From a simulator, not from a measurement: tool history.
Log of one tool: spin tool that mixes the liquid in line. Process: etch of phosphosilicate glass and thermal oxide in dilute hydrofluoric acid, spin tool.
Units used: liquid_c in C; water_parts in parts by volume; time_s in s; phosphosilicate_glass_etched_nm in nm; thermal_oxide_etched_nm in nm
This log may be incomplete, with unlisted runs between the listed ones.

run	hour	liquid_c	water_parts	time_s	phosphosilicate_glass_etched_nm	thermal_oxide_etched_nm
1	0.0	25.0	60	30	41.748	2.6332
2	7.0	23.0	60	30	38.735	2.5258
3	9.7	22.5	65	30	34.782	2.2631
4	12.4	22.5	65	25	28.670	1.8791
5	20.0	22.0	65	25	28.268	1.7940
6	26.2	22.0	45	25	41.651	2.6724
7	31.8	21.5	50	25	36.316	2.2956

What does the tool deliver on the next run?
8	36.3	21.0	50	25	?	?

phosphosilicate_glass_etched_nm: 35.747 nm
thermal_oxide_etched_nm: 2.3329 nm

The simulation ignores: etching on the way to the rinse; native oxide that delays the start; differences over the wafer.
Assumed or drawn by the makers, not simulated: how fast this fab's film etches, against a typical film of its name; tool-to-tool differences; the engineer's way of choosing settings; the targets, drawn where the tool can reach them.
